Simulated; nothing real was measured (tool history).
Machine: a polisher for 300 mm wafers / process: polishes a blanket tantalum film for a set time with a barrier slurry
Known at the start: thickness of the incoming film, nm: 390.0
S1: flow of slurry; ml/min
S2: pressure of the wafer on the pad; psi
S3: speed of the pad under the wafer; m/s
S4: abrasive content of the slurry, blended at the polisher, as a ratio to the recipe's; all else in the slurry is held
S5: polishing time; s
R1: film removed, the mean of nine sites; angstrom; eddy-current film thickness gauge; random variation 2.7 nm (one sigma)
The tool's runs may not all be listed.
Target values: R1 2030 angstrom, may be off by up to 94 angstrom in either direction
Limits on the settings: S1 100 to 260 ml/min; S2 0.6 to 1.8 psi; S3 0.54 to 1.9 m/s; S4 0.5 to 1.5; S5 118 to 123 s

| run | hour | S1 | S2 | S3 | S4 | S5 | R1 |
|---|---|---|---|---|---|---|---|
| 1 | 0 | 165 | 1.2 | 1.22 | 1 | 118 | 1280.6 |
| 2 | 2.8 | 185 | 1.2 | 1.22 | 1 | 118 | 1295.8 |
| 3 | 9.9 | 185 | 1.3 | 1.24 | 1 | 118 | 1436.7 |
| 4 | 13.5 | 185 | 1.3 | 1.54 | 1 | 118 | 1747.7 |
| 5 | 15.4 | 185 | 1.4 | 1.54 | 1 | 118 | 1864 |
| 6 | 21.9 | 185 | 1.2 | 1.54 | 1 | 118 | 1564 |
| 7 | 29.2 | 185 | 1.2 | 1.54 | 1 | 118 | 1624.2 |
| 8 | 31.4 | 185 | 1.3 | 1.54 | 1 | 118 | 1759 |
| 9 | 37.1 | 185 | 1.4 | 1.54 | 1 | 118 | 1862.5 |

Next run, 4 choices. One meets every target within its allowed miss, the rest don't. Which?
| A | 42.8 | 215 | 1.3 | 1.86 | 1.05 | 123 | ? |
| B | 42.8 | 195 | 1.4 | 1.62 | 0.9 | 123 | ? |
| C | 42.8 | 195 | 1.2 | 1.64 | 0.95 | 118 | ? |
| D | 42.8 | 175 | 1.5 | 1.34 | 0.9 | 123 | ? |

| move | R1 |
|---|---|
| A | 2268.1 |
| B | 2015.1 |
| C | 1712.6 |
| D | 1777.4 |
A: carries the result that was furthest off beyond its target, to the other side
B: each result inside its tolerance
C: misses by more than the last run did
D: misses by more than the last run did
So the answer is move B, the one that meets all the targets.
